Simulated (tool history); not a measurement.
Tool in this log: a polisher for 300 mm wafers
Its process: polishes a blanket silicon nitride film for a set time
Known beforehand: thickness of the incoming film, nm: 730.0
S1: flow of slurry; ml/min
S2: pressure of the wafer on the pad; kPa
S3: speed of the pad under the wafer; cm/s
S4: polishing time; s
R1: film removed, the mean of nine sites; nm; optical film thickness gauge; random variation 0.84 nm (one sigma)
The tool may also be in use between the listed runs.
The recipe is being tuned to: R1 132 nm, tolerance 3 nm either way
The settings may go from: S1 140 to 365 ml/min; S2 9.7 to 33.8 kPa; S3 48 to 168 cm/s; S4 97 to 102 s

run 1 hour=0 | S1=235 S2=21.4 S3=108 S4=97 | R1=166.54
run 2 hour=2.1 | S1=230 S2=20.7 S3=108 S4=97 | R1=161.66
run 3 hour=4 | S1=230 S2=20.7 S3=108 S4=102 | R1=168.35
run 4 hour=10.9 | S1=210 S2=20.7 S3=108 S4=102 | R1=167.71
run 5 hour=15.4 | S1=205 S2=20 S3=108 S4=102 | R1=163.91
run 6 hour=21.5 | S1=205 S2=19.3 S3=108 S4=102 | R1=158.27
run 7 hour=29.5 | S1=205 S2=18.6 S3=108 S4=102 | R1=153.56
run 8 hour=31.5 | S1=205 S2=17.9 S3=108 S4=102 | R1=149.23
run 9 hour=37.7 | S1=200 S2=16.5 S3=108 S4=102 | R1=138.73
-- hour=45.2 head pressure recalibrated
run 10 hour=45.2 | S1=195 S2=15.9 S3=108 S4=102 | R1=142.65

4 next moves are on the table. One of them brings every result within its allowed miss. Which?
run A hour=52.7 | S1=200 S2=15.9 S3=116 S4=101 | R1=?
run B hour=52.7 | S1=170 S2=14.5 S3=116 S4=97 | R1=?
run C hour=52.7 | S1=195 S2=15.2 S3=102 S4=97 | R1=?
run D hour=52.7 | S1=250 S2=13.8 S3=122 S4=102 | R1=?

move=A R1=151.59
move=B R1=132.77
move=C R1=126.4
move=D R1=146.19
A: lands further from the targets than the last run did
B: hits every target within its allowed miss
C: the result that was furthest off in the last run now lies on the other side of its target
D: lands further from the targets than the last run did
B is the move that brings every result within its allowed miss.
